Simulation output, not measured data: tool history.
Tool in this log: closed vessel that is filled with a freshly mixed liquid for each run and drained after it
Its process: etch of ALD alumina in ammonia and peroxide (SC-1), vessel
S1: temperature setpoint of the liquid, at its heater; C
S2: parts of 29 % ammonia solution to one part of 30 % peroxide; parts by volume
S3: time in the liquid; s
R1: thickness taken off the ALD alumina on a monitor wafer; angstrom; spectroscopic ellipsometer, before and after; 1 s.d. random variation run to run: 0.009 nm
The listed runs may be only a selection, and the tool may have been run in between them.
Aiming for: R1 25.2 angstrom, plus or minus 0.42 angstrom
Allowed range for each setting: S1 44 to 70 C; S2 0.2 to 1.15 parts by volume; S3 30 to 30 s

run 1 hour=0 | S1=60 S2=0.65 S3=30 | R1=44.051
run 2 hour=8.1 | S1=60 S2=0.5 S3=30 | R1=42.346
run 3 hour=11.1 | S1=62.5 S2=0.5 S3=30 | R1=48.368
run 4 hour=15.7 | S1=60.5 S2=0.5 S3=30 | R1=43.815
run 5 hour=21.3 | S1=60.5 S2=0.5 S3=30 | R1=43.715
run 6 hour=22.4 | S1=60.5 S2=0.6 S3=30 | R1=44.52
run 7 hour=30 | S1=60.5 S2=0.6 S3=30 | R1=44.33
run 8 hour=32.4 | S1=58.5 S2=0.6 S3=30 | R1=40.103
run 9 hour=41.1 | S1=57 S2=0.6 S3=30 | R1=36.896
run 10 hour=48 | S1=49 S2=0.6 S3=30 | R1=23.925

Consider the 5 candidate settings below. Which is the only one whose results all fall within their allowed miss of target?
run A hour=54.9 | S1=48 S2=0.5 S3=30 | R1=?
run B hour=54.9 | S1=47 S2=0.65 S3=30 | R1=?
run C hour=54.9 | S1=48 S2=0.7 S3=30 | R1=?
run D hour=54.9 | S1=50 S2=0.55 S3=30 | R1=?
run E hour=54.9 | S1=49 S2=0.4 S3=30 | R1=?

move=A R1=22.463
move=B R1=21.777
move=C R1=23.192
move=D R1=25.321
move=E R1=23.249
A: misses by more than the last run did
B: misses by more than the last run did
C: misses by more than the last run did
D: in spec on every target
E: misses by more than the last run did
The right move is D.
